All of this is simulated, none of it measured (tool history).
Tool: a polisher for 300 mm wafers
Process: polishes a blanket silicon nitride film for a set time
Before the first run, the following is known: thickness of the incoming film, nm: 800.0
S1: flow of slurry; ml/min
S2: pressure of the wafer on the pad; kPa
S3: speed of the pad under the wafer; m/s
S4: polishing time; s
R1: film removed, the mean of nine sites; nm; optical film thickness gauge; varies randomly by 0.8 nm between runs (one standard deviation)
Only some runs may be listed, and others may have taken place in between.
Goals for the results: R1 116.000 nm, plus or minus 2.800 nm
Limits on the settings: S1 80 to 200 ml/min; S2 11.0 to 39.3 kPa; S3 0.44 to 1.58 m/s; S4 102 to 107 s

| run | hour | S1 | S2 | S3 | S4 | R1 |
|---|---|---|---|---|---|---|
| 1 | 0.0 | 130 | 24.8 | 1.00 | 102 | 163.450 |
| 2 | 6.0 | 130 | 24.8 | 1.00 | 107 | 170.690 |
| 3 | 13.3 | 130 | 18.6 | 1.00 | 107 | 130.190 |
| 4 | 19.0 | 130 | 13.1 | 1.00 | 107 | 92.685 |
| 5 | 23.4 | 140 | 13.1 | 1.00 | 107 | 93.374 |
| 6 | 29.2 | 140 | 11.0 | 1.00 | 107 | 80.575 |
| 7 | 31.8 | 140 | 11.0 | 1.00 | 107 | 80.047 |
| 8 | 39.9 | 140 | 11.7 | 1.00 | 107 | 84.974 |
| 9 | 44.6 | 140 | 12.4 | 1.00 | 107 | 89.367 |
| 10 | 49.4 | 140 | 13.1 | 1.00 | 107 | 94.627 |
| 11 | 54.5 | 145 | 13.1 | 1.00 | 107 | 95.390 |

Below are 5 possible settings for the next run. Only one of them brings all results inside the allowed miss of their targets. Which is it?
| A | 59.6 | 160 | 11.7 | 0.86 | 104 | ? |
| B | 59.6 | 150 | 11.0 | 1.04 | 103 | ? |
| C | 59.6 | 160 | 15.9 | 1.00 | 107 | ? |
| D | 59.6 | 150 | 14.5 | 0.98 | 107 | ? |
| E | 59.6 | 155 | 11.0 | 1.04 | 105 | ? |

| move | R1 |
|---|---|
| A | 75.942 |
| B | 80.644 |
| C | 116.040 |
| D | 103.650 |
| E | 82.702 |
A: lands further from the targets than the last run did
B: lands further from the targets than the last run did
C: meets every target
D: better than the last run, though not everything is in spec
E: lands further from the targets than the last run did
The right move is C.
